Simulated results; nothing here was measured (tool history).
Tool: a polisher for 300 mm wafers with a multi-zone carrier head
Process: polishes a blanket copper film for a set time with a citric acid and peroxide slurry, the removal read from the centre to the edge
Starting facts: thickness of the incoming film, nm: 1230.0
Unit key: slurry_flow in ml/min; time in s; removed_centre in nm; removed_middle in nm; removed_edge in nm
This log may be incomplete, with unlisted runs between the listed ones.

| run | hour | slurry_flow | centre_zone | middle_zone | edge_zone | slurry_solids | time | removed_centre | removed_middle | removed_edge |
|---|---|---|---|---|---|---|---|---|---|---|
| 1 | 0.0 | 205 | 1.00 | 1.00 | 1.00 | 1.0 | 89 | 171.83 | 169.12 | 180.87 |
| 2 | 2.1 | 205 | 1.00 | 1.01 | 0.98 | 0.9 | 83 | 164.57 | 161.02 | 164.68 |
| 3 | 9.3 | 205 | 1.00 | 1.01 | 0.98 | 1.1 | 83 | 165.51 | 162.48 | 164.50 |
| 4 | 15.4 | 205 | 1.05 | 1.01 | 0.98 | 1.1 | 83 | 173.96 | 163.15 | 165.69 |
| 5 | 22.6 | 205 | 1.03 | 1.01 | 0.97 | 1.1 | 77 | 157.59 | 150.23 | 157.33 |
| 6 | 25.4 | 200 | 1.03 | 1.02 | 0.95 | 1.1 | 71 | 143.63 | 137.49 | 139.81 |
| 7 | 34.1 | 195 | 1.02 | 1.02 | 0.93 | 1.1 | 68 | 138.03 | 133.00 | 133.40 |
| 8 | 38.3 | 190 | 1.01 | 1.02 | 0.91 | 1.1 | 65 | 128.73 | 126.79 | 125.45 |
| 9 | 44.4 | 185 | 1.00 | 1.02 | 0.89 | 1.1 | 63 | 122.87 | 122.91 | 124.10 |

Run 10 comes next. What will it give?
| 10 | 48.3 | 185 | 1.00 | 1.03 | 0.88 | 1.1 | 61 | ? | ? | ? |

{"run 10": {"removed_centre": 119.25, "removed_middle": 120.16, "removed_edge": 118.01}}
